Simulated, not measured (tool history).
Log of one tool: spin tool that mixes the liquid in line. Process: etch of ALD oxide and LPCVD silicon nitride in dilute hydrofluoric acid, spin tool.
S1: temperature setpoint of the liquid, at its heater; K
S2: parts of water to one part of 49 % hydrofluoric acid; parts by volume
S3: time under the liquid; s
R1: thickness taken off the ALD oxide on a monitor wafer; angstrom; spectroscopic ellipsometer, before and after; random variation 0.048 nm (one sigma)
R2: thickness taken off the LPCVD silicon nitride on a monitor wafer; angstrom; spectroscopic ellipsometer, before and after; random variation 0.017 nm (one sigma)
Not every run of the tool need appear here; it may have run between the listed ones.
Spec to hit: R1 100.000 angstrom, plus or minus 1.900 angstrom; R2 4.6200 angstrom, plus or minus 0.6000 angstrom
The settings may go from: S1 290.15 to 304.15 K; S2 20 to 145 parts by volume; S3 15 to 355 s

run 1 hour=0.0 | S1=296.15 S2=80 S3=180 | R1=200.430 R2=10.4000
run 2 hour=5.6 | S1=296.15 S2=80 S3=240 | R1=268.780 R2=13.5870
run 3 hour=13.6 | S1=296.15 S2=80 S3=210 | R1=234.010 R2=10.8530
run 4 hour=18.9 | S1=296.15 S2=80 S3=260 | R1=289.900 R2=14.5410
run 5 hour=20.8 | S1=296.15 S2=80 S3=330 | R1=370.610 R2=18.5410
run 6 hour=23.5 | S1=296.15 S2=65 S3=330 | R1=465.240 R2=21.1920
run 7 hour=24.9 | S1=295.15 S2=75 S3=320 | R1=367.110 R2=16.5080
run 8 hour=26.4 | S1=295.15 S2=75 S3=320 | R1=365.950 R2=16.7510
run 9 hour=31.8 | S1=294.65 S2=85 S3=320 | R1=312.220 R2=14.9070
run 10 hour=36.2 | S1=294.65 S2=85 S3=320 | R1=314.530 R2=14.7610
run 11 hour=39.9 | S1=294.15 S2=95 S3=315 | R1=268.750 R2=12.4520
-- hour=46.3 hydrofluoric acid flow meter replaced
run 12 hour=46.3 | S1=293.65 S2=100 S3=310 | R1=261.240 R2=12.3540
run 13 hour=51.4 | S1=293.15 S2=105 S3=295 | R1=229.710 R2=11.5930
run 14 hour=55.6 | S1=292.65 S2=110 S3=280 | R1=204.770 R2=9.2490
run 15 hour=57.1 | S1=292.65 S2=115 S3=270 | R1=185.100 R2=8.8259
run 16 hour=59.4 | S1=292.15 S2=120 S3=260 | R1=168.140 R2=8.0312
run 17 hour=65.2 | S1=291.65 S2=125 S3=255 | R1=154.150 R2=7.2045

Which of these 4 next moves meets every target?
run A hour=71.0 | S1=290.65 S2=145 S3=205 | R1=? R2=?
run B hour=71.0 | S1=291.65 S2=70 S3=260 | R1=? R2=?
run C hour=71.0 | S1=301.15 S2=145 S3=145 | R1=? R2=?
run D hour=71.0 | S1=292.15 S2=145 S3=185 | R1=? R2=?

move=A R1=100.450 R2=4.7419
move=B R1=297.750 R2=13.0630
move=C R1=106.840 R2=6.6628
move=D R1=96.341 R2=4.7384
A: all results land within tolerance of their targets
B: the biggest miss grows against the last run
C: closer than the last run, but not yet in spec
D: takes the biggest miss from the last run beyond its target
The right move is A.
